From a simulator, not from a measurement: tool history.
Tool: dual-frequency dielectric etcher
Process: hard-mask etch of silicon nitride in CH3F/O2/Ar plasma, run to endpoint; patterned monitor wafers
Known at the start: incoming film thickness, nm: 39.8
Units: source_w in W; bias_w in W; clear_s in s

{"run": 1, "day": 0.0, "source_w": 490, "bias_w": 74, "clear_s": 57.762}
{"run": 2, "day": 0.112, "source_w": 490, "bias_w": 64, "clear_s": 59.783}
{"run": 3, "day": 0.462, "source_w": 430, "bias_w": 64, "clear_s": 64.318}
{"run": 4, "day": 0.688, "source_w": 460, "bias_w": 65, "clear_s": 61.478}
{"run": 5, "day": 0.871, "source_w": 460, "bias_w": 53, "clear_s": 65.402}
{"run": 6, "day": 0.988, "source_w": 540, "bias_w": 53, "clear_s": 59.984}

Run 7 comes next. What will it give?
{"run": 7, "day": 1.104, "source_w": 560, "bias_w": 54, "clear_s": "?"}

{"run 7": {"clear_s": 57.843}}
